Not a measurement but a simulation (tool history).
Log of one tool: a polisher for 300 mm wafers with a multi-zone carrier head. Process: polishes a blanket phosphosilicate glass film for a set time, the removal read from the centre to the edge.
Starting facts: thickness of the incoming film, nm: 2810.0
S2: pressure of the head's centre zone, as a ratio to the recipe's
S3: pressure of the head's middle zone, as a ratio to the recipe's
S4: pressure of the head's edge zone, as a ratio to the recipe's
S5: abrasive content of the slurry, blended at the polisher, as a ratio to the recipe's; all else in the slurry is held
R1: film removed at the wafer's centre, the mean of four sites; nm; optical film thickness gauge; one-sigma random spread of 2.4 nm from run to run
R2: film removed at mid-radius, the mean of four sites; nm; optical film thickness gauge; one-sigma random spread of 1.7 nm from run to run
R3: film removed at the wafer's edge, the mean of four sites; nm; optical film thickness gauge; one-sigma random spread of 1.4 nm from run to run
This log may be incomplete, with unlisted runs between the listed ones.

run 1 hour=0 | flow_of_slurry_(ml/min)=180 S2=1 S3=1 S4=1 S5=1 polishing_time_(s)=43 | R1=455.79 R2=445.87 R3=435.88
run 2 hour=4.5 | flow_of_slurry_(ml/min)=225 S2=1 S3=1 S4=1 S5=1 polishing_time_(s)=43 | R1=458.52 R2=454.99 R3=446.56
run 3 hour=12.4 | flow_of_slurry_(ml/min)=250 S2=1 S3=1 S4=1 S5=1 polishing_time_(s)=43 | R1=469.13 R2=457.96 R3=456.94
run 4 hour=21 | flow_of_slurry_(ml/min)=225 S2=1 S3=1.01 S4=0.97 S5=0.9 polishing_time_(s)=39 | R1=399.09 R2=384.41 R3=370.43
run 5 hour=29.4 | flow_of_slurry_(ml/min)=215 S2=0.98 S3=1.02 S4=0.94 S5=0.85 polishing_time_(s)=36 | R1=335.35 R2=345.5 R3=325.14
run 6 hour=31.2 | flow_of_slurry_(ml/min)=185 S2=0.98 S3=1.02 S4=0.94 S5=0.85 polishing_time_(s)=36 | R1=336.32 R2=338.42 R3=318.36
run 7 hour=39.3 | flow_of_slurry_(ml/min)=135 S2=0.97 S3=1.09 S4=0.84 S5=0.6 polishing_time_(s)=24 | R1=139.98 R2=149.84 R3=131.32
run 8 hour=40.3 | flow_of_slurry_(ml/min)=155 S2=0.98 S3=1.09 S4=0.84 S5=0.6 polishing_time_(s)=24 | R1=143.53 R2=155.73 R3=135.61
run 9 hour=47.4 | flow_of_slurry_(ml/min)=175 S2=1 S3=1.09 S4=0.84 S5=0.6 polishing_time_(s)=24 | R1=148.26 R2=158.69 R3=138.66
run 10 hour=53 | flow_of_slurry_(ml/min)=190 S2=1.03 S3=1.11 S4=0.85 S5=0.6 polishing_time_(s)=24 | R1=153.18 R2=162.39 R3=137.92
run 11 hour=53.6 | flow_of_slurry_(ml/min)=220 S2=1.12 S3=1.18 S4=0.95 S5=0.85 polishing_time_(s)=25 | R1=255.04 R2=268.92 R3=226.42
run 12 hour=60.3 | flow_of_slurry_(ml/min)=205 S2=1.11 S3=1.17 S4=0.93 S5=0.85 polishing_time_(s)=25 | R1=255.6 R2=267.88 R3=222.84
run 13 hour=64.5 | flow_of_slurry_(ml/min)=175 S2=1.02 S3=1.07 S4=0.83 S5=0.6 polishing_time_(s)=22 | R1=137.01 R2=142.98 R3=124.03
run 14 hour=72.7 | flow_of_slurry_(ml/min)=185 S2=1.04 S3=1.09 S4=0.85 S5=0.6 polishing_time_(s)=22 | R1=142.76 R2=145.19 R3=126.49
run 15 hour=78.6 | flow_of_slurry_(ml/min)=195 S2=1.05 S3=1.11 S4=0.87 S5=0.6 polishing_time_(s)=22 | R1=144.62 R2=149.46 R3=129.31
run 16 hour=85.2 | flow_of_slurry_(ml/min)=200 S2=1.06 S3=1.12 S4=0.88 S5=0.6 polishing_time_(s)=22 | R1=144.75 R2=150.93 R3=129.55
run 17 hour=90.1 | flow_of_slurry_(ml/min)=200 S2=1.07 S3=1.13 S4=0.89 S5=0.6 polishing_time_(s)=22 | R1=143.37 R2=153.48 R3=129.98
run 18 hour=97.8 | flow_of_slurry_(ml/min)=205 S2=1.08 S3=1.14 S4=0.9 S5=0.65 polishing_time_(s)=22 | R1=162.55 R2=172.77 R3=144.16
run 19 hour=101.4 | flow_of_slurry_(ml/min)=205 S2=1.1 S3=1.15 S4=0.92 S5=0.65 polishing_time_(s)=22 | R1=168.68 R2=174.2 R3=147.46
run 20 hour=102.7 | flow_of_slurry_(ml/min)=210 S2=1.11 S3=1.16 S4=0.93 S5=0.65 polishing_time_(s)=22 | R1=166.1 R2=174.83 R3=149.65
run 21 hour=104 | flow_of_slurry_(ml/min)=215 S2=1.12 S3=1.17 S4=0.93 S5=0.65 polishing_time_(s)=22 | R1=169.71 R2=178.2 R3=147.84
run 22 hour=109.4 | flow_of_slurry_(ml/min)=220 S2=1.13 S3=1.17 S4=0.94 S5=0.65 polishing_time_(s)=22 | R1=171.53 R2=178.84 R3=149.55

Expected results for the next run?
run 23 hour=116.8 | flow_of_slurry_(ml/min)=225 S2=1.14 S3=1.17 S4=0.95 S5=0.65 polishing_time_(s)=22 | R1=? R2=? R3=?

{"run 23": {"R1": 173.55, "R2": 177.09, "R3": 150.87}}
